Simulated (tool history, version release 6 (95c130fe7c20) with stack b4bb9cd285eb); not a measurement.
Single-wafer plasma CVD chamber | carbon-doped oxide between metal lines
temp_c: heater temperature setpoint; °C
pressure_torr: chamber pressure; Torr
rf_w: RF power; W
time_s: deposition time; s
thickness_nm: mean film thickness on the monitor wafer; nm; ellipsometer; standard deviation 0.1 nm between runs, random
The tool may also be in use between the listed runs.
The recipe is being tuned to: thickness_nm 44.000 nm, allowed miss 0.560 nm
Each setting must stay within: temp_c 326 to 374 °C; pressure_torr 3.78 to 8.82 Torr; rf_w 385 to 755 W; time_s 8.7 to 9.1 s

run 1 hour=0.0 | temp_c=350 pressure_torr=6.30 rf_w=570 time_s=9.1 | thickness_nm=51.190
run 2 hour=5.6 | temp_c=354 pressure_torr=5.97 rf_w=555 time_s=9.1 | thickness_nm=49.617
run 3 hour=9.3 | temp_c=347 pressure_torr=5.97 rf_w=555 time_s=9.1 | thickness_nm=50.425
run 4 hour=15.4 | temp_c=350 pressure_torr=5.59 rf_w=540 time_s=9.1 | thickness_nm=48.765
run 5 hour=23.1 | temp_c=350 pressure_torr=5.59 rf_w=540 time_s=9.1 | thickness_nm=48.823
run 6 hour=30.1 | temp_c=346 pressure_torr=5.59 rf_w=540 time_s=9.1 | thickness_nm=48.995
run 7 hour=34.9 | temp_c=348 pressure_torr=5.19 rf_w=530 time_s=9.1 | thickness_nm=47.535
run 8 hour=37.5 | temp_c=351 pressure_torr=4.89 rf_w=530 time_s=9.1 | thickness_nm=46.969
run 9 hour=44.3 | temp_c=354 pressure_torr=4.65 rf_w=530 time_s=9.1 | thickness_nm=46.310
run 10 hour=49.1 | temp_c=356 pressure_torr=4.49 rf_w=530 time_s=9.1 | thickness_nm=45.770
run 11 hour=53.3 | temp_c=358 pressure_torr=4.39 rf_w=530 time_s=9.1 | thickness_nm=45.550
run 12 hour=57.7 | temp_c=358 pressure_torr=4.39 rf_w=530 time_s=9.1 | thickness_nm=45.382
run 13 hour=62.6 | temp_c=360 pressure_torr=4.32 rf_w=530 time_s=9.1 | thickness_nm=45.274
run 14 hour=63.6 | temp_c=368 pressure_torr=3.81 rf_w=520 time_s=9.1 | thickness_nm=43.137
run 15 hour=68.7 | temp_c=367 pressure_torr=3.86 rf_w=520 time_s=9.1 | thickness_nm=43.271

Exactly one of the 5 candidate moves below puts every result within its allowed miss. Which one?
run A hour=73.8 | temp_c=365 pressure_torr=4.68 rf_w=535 time_s=9.1 | thickness_nm=?
run B hour=73.8 | temp_c=359 pressure_torr=3.79 rf_w=515 time_s=8.9 | thickness_nm=?
run C hour=73.8 | temp_c=359 pressure_torr=4.34 rf_w=505 time_s=9.1 | thickness_nm=?
run D hour=73.8 | temp_c=373 pressure_torr=3.97 rf_w=515 time_s=9.1 | thickness_nm=?
run E hour=73.8 | temp_c=365 pressure_torr=3.78 rf_w=540 time_s=8.7 | thickness_nm=?

move=A thickness_nm=45.211
move=B thickness_nm=42.520
move=C thickness_nm=43.576
move=D thickness_nm=42.388
move=E thickness_nm=42.365
A: moves the result that the last run missed by most past its target, out the other side
B: further off than the last run
C: each result inside its tolerance
D: further off than the last run
E: further off than the last run
Go with C: it meets all targets.
